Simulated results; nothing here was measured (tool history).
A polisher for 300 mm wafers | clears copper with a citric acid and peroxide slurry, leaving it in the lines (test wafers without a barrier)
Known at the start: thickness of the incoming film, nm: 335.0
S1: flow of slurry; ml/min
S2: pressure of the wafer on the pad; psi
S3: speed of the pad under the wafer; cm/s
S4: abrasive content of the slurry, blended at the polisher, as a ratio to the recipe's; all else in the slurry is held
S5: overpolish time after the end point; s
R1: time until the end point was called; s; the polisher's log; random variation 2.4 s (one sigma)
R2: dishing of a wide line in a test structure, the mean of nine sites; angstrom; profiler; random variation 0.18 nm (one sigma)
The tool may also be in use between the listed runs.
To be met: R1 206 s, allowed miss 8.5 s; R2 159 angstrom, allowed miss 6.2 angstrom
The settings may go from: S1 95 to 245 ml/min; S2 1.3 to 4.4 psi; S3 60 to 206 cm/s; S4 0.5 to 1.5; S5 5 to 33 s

Run 1, hour 0: S1 155 ml/min, S2 2.8 psi, S3 132 cm/s, S4 1, S5 17 s. Result: R1 151.12 s, R2 264.68 angstrom.
Run 2, hour 8.5: S1 160 ml/min, S2 2.6 psi, S3 132 cm/s, S4 1, S5 16 s. Result: R1 160.89 s, R2 242 angstrom.
Run 3, hour 15: S1 160 ml/min, S2 2.5 psi, S3 132 cm/s, S4 1, S5 15 s. Result: R1 168.5 s, R2 219.58 angstrom.
Run 4, hour 23: S1 160 ml/min, S2 2.4 psi, S3 132 cm/s, S4 1, S5 14 s. Result: R1 175.84 s, R2 201.34 angstrom.
Run 5, hour 25.5: S1 160 ml/min, S2 1.7 psi, S3 132 cm/s, S4 1, S5 14 s. Result: R1 244.37 s, R2 146.52 angstrom.
Run 6, hour 29.5: S1 170 ml/min, S2 1.7 psi, S3 132 cm/s, S4 1, S5 14 s. Result: R1 242.64 s, R2 149.46 angstrom.
Run 7, hour 36.3: S1 175 ml/min, S2 1.8 psi, S3 132 cm/s, S4 1, S5 14 s. Result: R1 227.91 s, R2 157.86 angstrom.
Run 8, hour 42: S1 180 ml/min, S2 1.8 psi, S3 132 cm/s, S4 1, S5 14 s. Result: R1 231.76 s, R2 160.77 angstrom.
Run 9, hour 46.5: S1 180 ml/min, S2 1.9 psi, S3 132 cm/s, S4 1, S5 13 s. Result: R1 212.43 s, R2 154.7 angstrom.

Which of these 5 next moves meets every target?
Run A, hour 51: S1 135 ml/min, S2 2.2 psi, S3 118 cm/s, S4 1.2, S5 12 s. Result: R1 ?, R2 ?.
Run B, hour 51: S1 240 ml/min, S2 1.7 psi, S3 134 cm/s, S4 1.1, S5 14 s. Result: R1 ?, R2 ?.
Run C, hour 51: S1 140 ml/min, S2 2.5 psi, S3 106 cm/s, S4 1.1, S5 13 s. Result: R1 ?, R2 ?.
Run D, hour 51: S1 170 ml/min, S2 2.1 psi, S3 122 cm/s, S4 1, S5 12 s. Result: R1 ?, R2 ?.
Run E, hour 51: S1 175 ml/min, S2 2 psi, S3 138 cm/s, S4 1.2, S5 11 s. Result: R1 ?, R2 ?.

move      R1      R2
   A  210.58  147.32
   B  221.97  160.65
   C  207.81  160.81
   D  210.64  147.15
   E  189.88  149.24
A: brings the result that was furthest off to its target, and leaves another outside
B: further off than the last run
C: meets every target
D: brings the result that was furthest off to its target, and leaves another outside
E: takes the result that was furthest off past its target
Answer: C
